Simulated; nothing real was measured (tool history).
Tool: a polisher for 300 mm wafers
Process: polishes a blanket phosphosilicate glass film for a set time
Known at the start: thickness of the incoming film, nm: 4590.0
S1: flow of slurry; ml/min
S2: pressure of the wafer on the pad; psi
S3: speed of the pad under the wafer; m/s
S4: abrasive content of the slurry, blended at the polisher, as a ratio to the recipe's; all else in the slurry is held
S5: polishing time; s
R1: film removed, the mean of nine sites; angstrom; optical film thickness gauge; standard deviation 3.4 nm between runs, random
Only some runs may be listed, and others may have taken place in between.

run 1 hour=0.0 | S1=260 S2=4.1 S3=1.04 S4=1.0 S5=18 | R1=1813.9
run 2 hour=2.3 | S1=260 S2=4.1 S3=1.26 S4=1.0 S5=18 | R1=2085.1
run 3 hour=5.0 | S1=200 S2=4.1 S3=1.26 S4=1.0 S5=18 | R1=2053.7
run 4 hour=10.8 | S1=200 S2=5.1 S3=1.26 S4=1.0 S5=18 | R1=2474.8
run 5 hour=13.3 | S1=200 S2=5.3 S3=1.26 S4=1.0 S5=18 | R1=2623.2
run 6 hour=17.8 | S1=200 S2=5.3 S3=1.26 S4=1.1 S5=18 | R1=2641.5
run 7 hour=25.2 | S1=200 S2=5.4 S3=1.26 S4=1.1 S5=18 | R1=2688.2

Expected results for the next run?
run 8 hour=30.7 | S1=200 S2=5.5 S3=1.26 S4=1.1 S5=18 | R1=?

{"run 8": {"R1": 2713.9}}
